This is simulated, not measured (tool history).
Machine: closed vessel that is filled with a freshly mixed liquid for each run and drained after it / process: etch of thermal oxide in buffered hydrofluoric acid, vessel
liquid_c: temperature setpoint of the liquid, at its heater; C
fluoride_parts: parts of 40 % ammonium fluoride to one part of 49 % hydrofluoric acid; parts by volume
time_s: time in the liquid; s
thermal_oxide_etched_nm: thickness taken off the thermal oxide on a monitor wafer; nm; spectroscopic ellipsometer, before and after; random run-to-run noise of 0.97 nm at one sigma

| run | hour | liquid_c | fluoride_parts | time_s | thermal_oxide_etched_nm |
|---|---|---|---|---|---|
| 1 | 0.0 | 23.0 | 17.0 | 105 | 71.646 |
| 2 | 1.5 | 24.0 | 16.0 | 105 | 81.368 |
| 3 | 10.3 | 24.0 | 20.0 | 105 | 65.257 |
| 4 | 14.0 | 24.0 | 20.0 | 110 | 68.360 |
| 5 | 17.9 | 24.0 | 15.0 | 110 | 91.511 |
| 6 | 24.0 | 25.0 | 14.5 | 110 | 97.686 |
| 7 | 28.4 | 25.5 | 14.0 | 110 | 105.020 |
| 8 | 35.2 | 26.0 | 13.5 | 110 | 111.880 |
| 9 | 38.8 | 26.5 | 13.0 | 110 | 119.080 |
| 10 | 45.9 | 27.0 | 13.0 | 110 | 122.070 |

The next listed run, before its measurement:
| 11 | 47.0 | 27.5 | 13.0 | 110 | ? |

thermal_oxide_etched_nm: 124.820 nm
